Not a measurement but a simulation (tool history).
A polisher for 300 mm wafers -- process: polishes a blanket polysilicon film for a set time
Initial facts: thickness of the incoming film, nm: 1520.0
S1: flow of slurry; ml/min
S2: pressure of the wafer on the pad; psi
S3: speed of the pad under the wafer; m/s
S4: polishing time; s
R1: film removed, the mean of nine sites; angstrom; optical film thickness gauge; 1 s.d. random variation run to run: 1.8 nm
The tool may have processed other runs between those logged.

Run 1, hour 0: S1 290 ml/min, S2 2.9 psi, S3 0.76 m/s, S4 40 s. Result: R1 2245.3 angstrom.
Run 2, hour 7.4: S1 290 ml/min, S2 2.8 psi, S3 0.76 m/s, S4 40 s. Result: R1 2170 angstrom.
Run 3, hour 10.1: S1 290 ml/min, S2 2.8 psi, S3 0.76 m/s, S4 35 s. Result: R1 1889 angstrom.
Run 4, hour 16: S1 290 ml/min, S2 2.7 psi, S3 0.76 m/s, S4 35 s. Result: R1 1799.2 angstrom.
Run 5, hour 24.7: S1 290 ml/min, S2 2.5 psi, S3 0.76 m/s, S4 35 s. Result: R1 1700 angstrom.
Run 6, hour 31.4: S1 290 ml/min, S2 2.5 psi, S3 0.88 m/s, S4 35 s. Result: R1 1990.1 angstrom.
Run 7, hour 36.3: S1 290 ml/min, S2 2.4 psi, S3 0.88 m/s, S4 35 s. Result: R1 1921.6 angstrom.
Run 8, hour 42: S1 290 ml/min, S2 2.3 psi, S3 0.88 m/s, S4 35 s. Result: R1 1824.3 angstrom.
Run 9, hour 42.8: S1 290 ml/min, S2 2.2 psi, S3 0.88 m/s, S4 35 s. Result: R1 1752 angstrom.

Run 10 is up next; what results do you expect?
Run 10, hour 50.3: S1 290 ml/min, S2 2 psi, S3 0.88 m/s, S4 35 s. Result: R1 ?.

{"run 10": {"R1": 1562}}
